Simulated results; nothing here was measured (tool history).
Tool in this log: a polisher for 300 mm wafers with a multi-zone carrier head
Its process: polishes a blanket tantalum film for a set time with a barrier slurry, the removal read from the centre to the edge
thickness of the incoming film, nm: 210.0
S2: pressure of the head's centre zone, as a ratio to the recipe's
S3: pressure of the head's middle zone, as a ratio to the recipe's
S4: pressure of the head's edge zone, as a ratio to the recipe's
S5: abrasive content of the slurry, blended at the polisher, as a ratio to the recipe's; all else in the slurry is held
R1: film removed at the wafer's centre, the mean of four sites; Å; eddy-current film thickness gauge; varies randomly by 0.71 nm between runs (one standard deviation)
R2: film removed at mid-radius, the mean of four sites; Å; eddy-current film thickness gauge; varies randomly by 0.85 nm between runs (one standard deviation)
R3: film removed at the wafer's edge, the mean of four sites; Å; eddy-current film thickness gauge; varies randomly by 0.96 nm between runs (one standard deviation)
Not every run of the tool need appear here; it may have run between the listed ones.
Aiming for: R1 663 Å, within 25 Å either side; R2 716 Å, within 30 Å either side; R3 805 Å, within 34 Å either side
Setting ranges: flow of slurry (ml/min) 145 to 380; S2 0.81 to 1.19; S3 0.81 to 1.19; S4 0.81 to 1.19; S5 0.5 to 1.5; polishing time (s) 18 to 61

run 1 hour=0 | flow_of_slurry_(ml/min)=245 S2=1 S3=1 S4=1 S5=1 polishing_time_(s)=39 | R1=606.83 R2=621.8 R3=634.57
run 2 hour=1 | flow_of_slurry_(ml/min)=245 S2=1 S3=1 S4=1 S5=1 polishing_time_(s)=33 | R1=526.5 R2=524.3 R3=516.51
run 3 hour=9.4 | flow_of_slurry_(ml/min)=245 S2=1 S3=1 S4=1 S5=1 polishing_time_(s)=25 | R1=395.48 R2=396.73 R3=398.53
run 4 hour=16.4 | flow_of_slurry_(ml/min)=245 S2=1 S3=1 S4=1 S5=1 polishing_time_(s)=18 | R1=285.72 R2=288.81 R3=285.18
run 5 hour=18.9 | flow_of_slurry_(ml/min)=245 S2=1 S3=1 S4=1 S5=1.2 polishing_time_(s)=18 | R1=304.46 R2=307.91 R3=303.33
run 6 hour=23.3 | flow_of_slurry_(ml/min)=240 S2=0.97 S3=0.99 S4=1.05 S5=1.3 polishing_time_(s)=26 | R1=433.33 R2=430.91 R3=469.83
run 7 hour=24.1 | flow_of_slurry_(ml/min)=260 S2=0.95 S3=1.09 S4=1.15 S5=1.5 polishing_time_(s)=35 | R1=581.84 R2=673.34 R3=669.74
run 8 hour=29.2 | flow_of_slurry_(ml/min)=260 S2=0.94 S3=1.06 S4=1.16 S5=1.5 polishing_time_(s)=37 | R1=620.3 R2=701.73 R3=717.28
run 9 hour=30.4 | flow_of_slurry_(ml/min)=260 S2=0.93 S3=1.03 S4=1.17 S5=1.5 polishing_time_(s)=38 | R1=619.24 R2=698.17 R3=727.85
run 10 hour=38.9 | flow_of_slurry_(ml/min)=255 S2=0.92 S3=1 S4=1.18 S5=1.5 polishing_time_(s)=39 | R1=640.09 R2=680.66 R3=747.87

Which single option among these 5 for the next run brings every result within its allowed miss of target? Just one does.
run A hour=47.4 | flow_of_slurry_(ml/min)=255 S2=1.12 S3=1.06 S4=1.08 S5=1.45 polishing_time_(s)=37 | R1=? R2=? R3=?
run B hour=47.4 | flow_of_slurry_(ml/min)=220 S2=1.02 S3=1.14 S4=1.15 S5=1.4 polishing_time_(s)=37 | R1=? R2=? R3=?
run C hour=47.4 | flow_of_slurry_(ml/min)=220 S2=0.85 S3=1.02 S4=1.19 S5=1.4 polishing_time_(s)=42 | R1=? R2=? R3=?
run D hour=47.4 | flow_of_slurry_(ml/min)=310 S2=0.87 S3=0.93 S4=1.12 S5=1.5 polishing_time_(s)=42 | R1=? R2=? R3=?
run E hour=47.4 | flow_of_slurry_(ml/min)=280 S2=0.94 S3=0.89 S4=1.18 S5=1.5 polishing_time_(s)=38 | R1=? R2=? R3=?

move=A R1=722.95 R2=678.98 R3=684.63
move=B R1=639.03 R2=703.34 R3=689.41
move=C R1=603.07 R2=726.66 R3=797.32
move=D R1=655.75 R2=711.28 R3=811.28
move=E R1=633.78 R2=613.63 R3=747.55
A: the biggest miss grows against the last run
B: the biggest miss grows against the last run
C: brings the result that was furthest off to its target, and leaves another outside
D: every result within its allowed miss
E: the biggest miss grows against the last run
The move that meets every target is D.
